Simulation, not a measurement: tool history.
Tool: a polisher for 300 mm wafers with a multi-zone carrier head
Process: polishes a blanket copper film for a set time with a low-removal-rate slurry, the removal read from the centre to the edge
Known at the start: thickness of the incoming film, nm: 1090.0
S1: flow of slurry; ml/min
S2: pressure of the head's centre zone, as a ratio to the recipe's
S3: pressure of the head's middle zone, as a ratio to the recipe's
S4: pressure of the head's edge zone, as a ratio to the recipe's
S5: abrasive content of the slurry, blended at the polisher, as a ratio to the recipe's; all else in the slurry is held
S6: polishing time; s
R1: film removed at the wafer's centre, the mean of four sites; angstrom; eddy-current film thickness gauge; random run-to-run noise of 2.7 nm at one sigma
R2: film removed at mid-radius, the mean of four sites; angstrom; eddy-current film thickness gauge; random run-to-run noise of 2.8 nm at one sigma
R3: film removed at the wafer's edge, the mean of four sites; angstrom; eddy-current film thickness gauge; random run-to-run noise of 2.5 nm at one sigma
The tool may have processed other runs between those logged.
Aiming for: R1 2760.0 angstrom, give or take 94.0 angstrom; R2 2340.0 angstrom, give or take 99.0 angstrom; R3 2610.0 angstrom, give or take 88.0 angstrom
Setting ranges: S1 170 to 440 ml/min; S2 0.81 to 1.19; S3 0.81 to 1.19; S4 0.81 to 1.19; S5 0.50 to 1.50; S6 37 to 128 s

run	hour	S1	S2	S3	S4	S5	S6	R1	R2	R3
1	0.0	280	1.00	1.00	1.00	1.00	82	1788.2	1759.6	1754.3
2	6.5	285	1.03	0.99	1.04	1.15	87	1995.7	1956.1	2002.8
3	13.9	295	1.08	0.97	1.06	1.25	90	2212.6	1942.2	2107.5
4	18.0	295	1.08	1.02	1.06	1.25	90	2259.7	2040.1	2137.8
5	20.3	295	1.08	1.02	1.06	1.05	90	2161.9	1994.4	2059.6
6	28.8	295	1.08	1.02	1.06	0.95	90	2070.8	1905.5	1962.4
7	29.7	300	1.10	1.03	1.09	1.10	92	2207.6	2132.5	2165.4
8	33.2	305	1.13	1.02	1.10	1.20	94	2402.3	2161.2	2206.3
9	39.4	300	1.13	0.99	1.12	1.30	97	2558.4	2233.9	2409.1

Exercise: of the 5 proposed moves below, exactly one satisfies all targets within the stated allowed misses. Which move is it?
A	45.6	415	1.11	1.04	1.17	1.15	91	?	?	?
B	45.6	260	1.14	0.98	1.15	1.15	109	?	?	?
C	45.6	290	0.94	0.95	1.19	1.25	107	?	?	?
D	45.6	320	1.10	0.94	1.09	1.35	97	?	?	?
E	45.6	270	1.09	0.87	1.19	1.40	104	?	?	?

move	R1	R2	R3
A	2371.6	2185.1	2286.5
B	2740.6	2354.4	2605.9
C	2297.4	2334.0	2686.7
D	2519.8	2161.3	2393.3
E	2632.7	2144.4	2666.3
A: misses by more than the last run did
B: hits every target within its allowed miss
C: corrects the largest miss of the last run, while another result sits out of spec
D: misses by more than the last run did
E: corrects the largest miss of the last run, while another result sits out of spec
Correct choice: B, which meets every target
